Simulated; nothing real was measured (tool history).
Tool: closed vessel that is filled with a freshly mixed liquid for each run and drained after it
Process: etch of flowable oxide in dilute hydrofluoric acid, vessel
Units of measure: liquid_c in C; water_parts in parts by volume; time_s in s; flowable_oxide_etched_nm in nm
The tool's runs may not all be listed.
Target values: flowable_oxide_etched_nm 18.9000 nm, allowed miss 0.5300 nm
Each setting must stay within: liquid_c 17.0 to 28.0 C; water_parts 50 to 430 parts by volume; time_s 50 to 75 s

run,day,liquid_c,water_parts,time_s,flowable_oxide_etched_nm
1,0.000,20.0,240,75,10.3060
2,0.288,20.0,320,75,7.1941
3,0.383,21.5,320,75,7.6435
4,0.679,23.5,270,75,10.1830
5,0.821,26.5,270,75,11.2640
6,0.892,27.0,235,75,13.7000
7,1.188,27.5,215,75,15.5780
8,1.571,27.5,215,75,15.6270
9,1.633,27.5,205,75,16.6370
10,1.717,27.5,200,75,17.0820
11,1.933,27.5,195,75,17.5790
12,2.212,27.5,190,75,18.2500

Exactly one of the 5 candidate moves below puts every result within its allowed miss. Which one?
A,2.492,27.5,175,75,?
B,2.492,26.0,175,75,?
C,2.492,26.0,185,75,?
D,2.492,24.5,155,75,?
E,2.492,28.0,180,75,?

move,flowable_oxide_etched_nm
A,19.9000
B,18.8400
C,17.6180
D,20.5820
E,19.5810
A: takes the biggest miss from the last run beyond its target
B: meets every target
C: lands further from the targets than the last run did
D: takes the biggest miss from the last run beyond its target
E: takes the biggest miss from the last run beyond its target
Go with B: it meets all targets.

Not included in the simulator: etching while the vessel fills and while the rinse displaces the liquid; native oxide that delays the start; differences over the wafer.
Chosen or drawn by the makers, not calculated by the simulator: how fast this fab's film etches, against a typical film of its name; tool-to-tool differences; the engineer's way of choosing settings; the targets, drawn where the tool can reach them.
